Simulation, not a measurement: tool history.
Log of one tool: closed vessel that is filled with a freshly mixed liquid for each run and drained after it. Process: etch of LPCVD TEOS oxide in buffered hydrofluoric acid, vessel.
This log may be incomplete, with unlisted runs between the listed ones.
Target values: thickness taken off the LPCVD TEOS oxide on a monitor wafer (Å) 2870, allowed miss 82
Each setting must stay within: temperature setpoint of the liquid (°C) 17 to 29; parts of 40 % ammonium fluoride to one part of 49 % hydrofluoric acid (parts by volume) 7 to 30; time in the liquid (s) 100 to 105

| run | hour | temperature setpoint of the liquid (°C) | parts of 40 % ammonium fluoride to one part of 49 % hydrofluoric acid (parts by volume) | time in the liquid (s) | thickness taken off the LPCVD TEOS oxide on a monitor wafer (Å) |
|---|---|---|---|---|---|
| 1 | 0 | 21 | 20 | 100 | 2049.8 |
| 2 | 5.6 | 21 | 20 | 100 | 2046.7 |
| 3 | 8.3 | 21 | 20 | 100 | 2057.9 |
| 4 | 16.2 | 21 | 20 | 105 | 2157.1 |
| 5 | 23.2 | 21 | 20 | 100 | 2055 |
| 6 | 30.4 | 23 | 20 | 100 | 2286.9 |
| 7 | 34.3 | 24 | 20 | 100 | 2432.2 |
| 8 | 35.7 | 25 | 20 | 100 | 2544 |
| 9 | 41.6 | 25.5 | 20 | 100 | 2626.4 |
| 10 | 48.6 | 26 | 20 | 100 | 2687.2 |
| 11 | 49.7 | 26.5 | 20 | 100 | 2753.2 |

Next run, 5 choices. One meets every target within its allowed miss, the rest don't. Which?
| A | 50.8 | 27.5 | 20 | 105 | ? |
| B | 50.8 | 26 | 20.5 | 100 | ? |
| C | 50.8 | 25.5 | 21 | 105 | ? |
| D | 50.8 | 24.5 | 18 | 105 | ? |
| E | 50.8 | 27 | 19 | 105 | ? |

| move | thickness taken off the LPCVD TEOS oxide on a monitor wafer (Å) |
|---|---|
| A | 3078.7 |
| B | 2639.8 |
| C | 2634.6 |
| D | 2904.3 |
| E | 3152.4 |
A: carries the result that was furthest off beyond its target, to the other side
B: the biggest miss grows against the last run
C: the biggest miss grows against the last run
D: every result lands within tolerance
E: carries the result that was furthest off beyond its target, to the other side
Go with D: it meets all targets.
